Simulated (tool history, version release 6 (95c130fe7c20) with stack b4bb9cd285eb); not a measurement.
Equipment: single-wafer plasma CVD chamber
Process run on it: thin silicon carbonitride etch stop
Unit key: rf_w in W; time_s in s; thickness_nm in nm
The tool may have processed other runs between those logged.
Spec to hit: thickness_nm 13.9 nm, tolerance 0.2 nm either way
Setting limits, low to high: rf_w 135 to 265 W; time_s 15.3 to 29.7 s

| run | hour | rf_w | time_s | thickness_nm |
|---|---|---|---|---|
| 1 | 0 | 200 | 22.5 | 12.768 |
| 2 | 4.8 | 205 | 22.6 | 12.952 |
| 3 | 5.7 | 205 | 20.5 | 11.631 |
| 4 | 7.7 | 230 | 20.5 | 11.955 |
| 5 | 11.7 | 235 | 20.8 | 12.267 |
| 6 | 15.8 | 240 | 21.1 | 12.44 |
| 7 | 20.2 | 240 | 21.4 | 12.664 |
| 8 | 26.6 | 240 | 21.6 | 12.742 |
| 9 | 34.6 | 240 | 21.8 | 12.967 |
| 10 | 41.4 | 240 | 21.9 | 12.962 |

Consider the 4 candidate settings below. Which is the only one whose results all fall within their allowed miss of target?
| A | 48.2 | 260 | 22.3 | ? |
| B | 48.2 | 235 | 21.2 | ? |
| C | 48.2 | 265 | 22.9 | ? |
| D | 48.2 | 230 | 20.2 | ? |

| move | thickness_nm |
|---|---|
| A | 13.431 |
| B | 12.466 |
| C | 13.855 |
| D | 11.818 |
A: better than the last run, though not everything is in spec
B: the biggest miss grows against the last run
C: every result within its allowed miss
D: the biggest miss grows against the last run
Move C is the one to make.
